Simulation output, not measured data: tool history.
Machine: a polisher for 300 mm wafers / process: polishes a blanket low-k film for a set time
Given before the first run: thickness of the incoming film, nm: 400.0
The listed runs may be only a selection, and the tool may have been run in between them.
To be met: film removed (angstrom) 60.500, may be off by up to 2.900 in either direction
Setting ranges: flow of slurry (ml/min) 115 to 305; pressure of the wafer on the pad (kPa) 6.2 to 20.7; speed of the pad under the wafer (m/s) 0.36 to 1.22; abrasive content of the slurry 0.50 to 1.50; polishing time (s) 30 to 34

run	hour	flow of slurry (ml/min)	pressure of the wafer on the pad (kPa)	speed of the pad under the wafer (m/s)	abrasive content of the slurry	polishing time (s)	film removed (angstrom)
1	0.0	195	13.1	0.78	1.00	34	104.700
2	1.8	195	15.9	0.78	1.00	34	120.720
3	3.4	195	15.9	0.78	1.00	30	106.890
4	10.9	195	15.9	0.62	1.00	30	93.558
# hour 13.4: head pressure recalibrated
5	13.4	195	14.5	0.60	1.00	30	84.587
6	19.9	195	13.8	0.60	1.00	30	82.434
7	28.2	195	13.1	0.60	1.00	30	78.049
8	29.5	195	12.4	0.60	1.00	30	76.341
9	33.4	195	11.7	0.60	1.00	30	72.099

Which of these 4 next moves meets every target?
A	37.3	115	8.3	0.84	1.05	32	?
B	37.3	175	9.0	0.52	1.00	30	?
C	37.3	220	9.7	0.60	0.80	32	?
D	37.3	150	13.1	0.70	0.95	32	?

move	film removed (angstrom)
A	65.417
B	53.913
C	60.233
D	82.087
A: gains on the last run, yet a result remains outside its allowed miss
B: takes the result that was furthest off past its target
C: meets every target
D: the biggest miss grows against the last run
Go with C: it meets all targets.

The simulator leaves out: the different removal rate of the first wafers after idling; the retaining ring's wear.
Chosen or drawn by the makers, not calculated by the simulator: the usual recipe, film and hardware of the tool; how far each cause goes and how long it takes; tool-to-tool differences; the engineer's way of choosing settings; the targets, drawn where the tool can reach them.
